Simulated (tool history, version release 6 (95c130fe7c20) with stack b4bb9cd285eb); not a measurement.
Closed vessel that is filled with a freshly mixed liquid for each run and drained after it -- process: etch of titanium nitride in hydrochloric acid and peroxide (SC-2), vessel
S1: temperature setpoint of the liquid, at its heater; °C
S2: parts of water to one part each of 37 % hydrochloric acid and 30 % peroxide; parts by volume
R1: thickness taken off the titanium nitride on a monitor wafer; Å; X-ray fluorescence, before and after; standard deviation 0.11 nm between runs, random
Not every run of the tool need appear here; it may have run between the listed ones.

Run 1, hour 0: S1 51 °C, S2 6 parts by volume, time in the liquid (s) 350. Result: R1 192.42 Å.
Run 2, hour 9: S1 45 °C, S2 6 parts by volume, time in the liquid (s) 350. Result: R1 130.02 Å.
Run 3, hour 10.3: S1 45 °C, S2 6 parts by volume, time in the liquid (s) 350. Result: R1 131.53 Å.
Run 4, hour 19.1: S1 45 °C, S2 7.5 parts by volume, time in the liquid (s) 350. Result: R1 107.98 Å.
Run 5, hour 24.7: S1 45.5 °C, S2 7.5 parts by volume, time in the liquid (s) 350. Result: R1 112.84 Å.
Run 6, hour 32: S1 41 °C, S2 7.5 parts by volume, time in the liquid (s) 350. Result: R1 82.762 Å.
Run 7, hour 37.8: S1 42.5 °C, S2 7.5 parts by volume, time in the liquid (s) 350. Result: R1 91.783 Å.

Forecast run 8:
Run 8, hour 42: S1 43.5 °C, S2 7.5 parts by volume, time in the liquid (s) 350. Result: R1 ?.

{"run 8": {"R1": 96.204}}

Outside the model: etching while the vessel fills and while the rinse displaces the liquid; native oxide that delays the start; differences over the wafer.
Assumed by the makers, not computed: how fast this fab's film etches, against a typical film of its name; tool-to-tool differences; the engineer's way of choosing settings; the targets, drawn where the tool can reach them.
